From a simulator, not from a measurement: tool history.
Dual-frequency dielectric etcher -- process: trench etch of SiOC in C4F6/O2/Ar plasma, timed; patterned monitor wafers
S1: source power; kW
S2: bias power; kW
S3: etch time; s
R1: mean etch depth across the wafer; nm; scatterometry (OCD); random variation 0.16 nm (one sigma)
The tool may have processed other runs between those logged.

run,hour,S1,S2,S3,R1
1,0.0,0.370,0.168,17,30.154
2,1.4,0.430,0.168,17,32.730
3,6.6,0.370,0.168,17,29.983
4,14.5,0.320,0.168,17,27.185
5,18.7,0.320,0.157,17,26.604
6,23.7,0.320,0.144,17,25.951
7,31.9,0.370,0.149,17,28.975
8,36.9,0.410,0.152,17,31.031

Estimate the outcome of run 9 from the log above:
9,39.3,0.440,0.154,17,?

R1: 32.488 nm
